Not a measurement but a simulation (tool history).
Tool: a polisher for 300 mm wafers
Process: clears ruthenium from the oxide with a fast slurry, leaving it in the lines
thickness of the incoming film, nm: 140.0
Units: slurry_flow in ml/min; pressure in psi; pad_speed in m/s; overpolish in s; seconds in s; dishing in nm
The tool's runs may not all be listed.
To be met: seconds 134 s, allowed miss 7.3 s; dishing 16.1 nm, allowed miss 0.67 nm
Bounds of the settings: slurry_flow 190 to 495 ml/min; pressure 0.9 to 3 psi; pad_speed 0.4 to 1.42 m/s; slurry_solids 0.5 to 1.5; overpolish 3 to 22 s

run  hour  slurry_flow  pressure  pad_speed  slurry_solids  overpolish  seconds  dishing
  1     0          320       1.9        0.9              1          11   54.805   23.797
  2     8          320       2.3        0.9              1          11   47.196   26.339
  3  10.9          320       2.1       0.84              1          12   53.723   25.513
  4  19.4          320       2.1       0.68              1          12   67.152   21.241
  5    24          320       2.1       0.68              1           7   67.088   13.054
  6  26.9          320       2.1       0.68            1.1           7   61.568   13.602
  7  34.7          315       1.9       0.68           1.05           8   68.894   13.932
  8  40.9          315       1.8       0.66              1           9   75.133    14.62
  9  41.9          315       1.7       0.66           0.95          10   83.421   14.758
 10  50.4          315       1.6       0.66           0.95          11   86.238   15.537
 11  56.4          315       1.5       0.66           0.95          12   88.117   15.998
     62.9  -- slurry nozzle cleaned
 12  62.9          315       1.4       0.66            0.9          13   94.209   16.431
 13  68.6          315       1.3       0.64            0.9          14   103.14   16.324
 14  70.3          315       1.2       0.64            0.9          14   110.52   15.649
 15  74.2          315         1       0.64           0.85          15   127.32   14.195

Which of these 4 next moves meets every target?
  A  78.1          190         1       0.66           0.85          13        ?        ?
  B  78.1          340         1       0.56            0.9          17        ?        ?
  C  78.1          295         1       0.58              1          18        ?        ?
  D  78.1          305       0.9       0.62            0.9          18        ?        ?

move  seconds  dishing
   A   133.67   12.052
   B   138.81   14.979
   C   125.97   17.294
   D   135.58   16.153
A: further off than the last run
B: nearer than the last run, and not there yet
C: takes the result that was furthest off past its target
D: meets every target
Answer: D
